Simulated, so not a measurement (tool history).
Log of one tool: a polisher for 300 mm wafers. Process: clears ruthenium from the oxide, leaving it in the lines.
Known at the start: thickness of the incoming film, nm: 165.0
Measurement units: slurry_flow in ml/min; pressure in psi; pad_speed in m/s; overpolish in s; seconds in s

{"run": 1, "day": 0.0, "slurry_flow": 235, "pressure": 1.9, "pad_speed": 1.22, "overpolish": 21, "seconds": 127.41}
{"run": 2, "day": 0.171, "slurry_flow": 235, "pressure": 1.9, "pad_speed": 1.22, "overpolish": 21, "seconds": 130.6}
{"run": 3, "day": 0.417, "slurry_flow": 230, "pressure": 1.7, "pad_speed": 1.22, "overpolish": 21, "seconds": 142.07}
{"run": 4, "day": 0.717, "slurry_flow": 230, "pressure": 1.6, "pad_speed": 1.22, "overpolish": 21, "seconds": 149.29}
{"run": 5, "day": 0.921, "slurry_flow": 230, "pressure": 1.6, "pad_speed": 1.22, "overpolish": 21, "seconds": 147.33}
{"run": 6, "day": 1.029, "slurry_flow": 230, "pressure": 1.5, "pad_speed": 1.22, "overpolish": 21, "seconds": 155.57}
{"run": 7, "day": 1.104, "slurry_flow": 220, "pressure": 1.3, "pad_speed": 1.22, "overpolish": 21, "seconds": 172.83}

Run 8 is up next; what results do you expect?
{"run": 8, "day": 1.271, "slurry_flow": 225, "pressure": 1.3, "pad_speed": 1.22, "overpolish": 21, "seconds": "?"}

seconds: 175.72 s
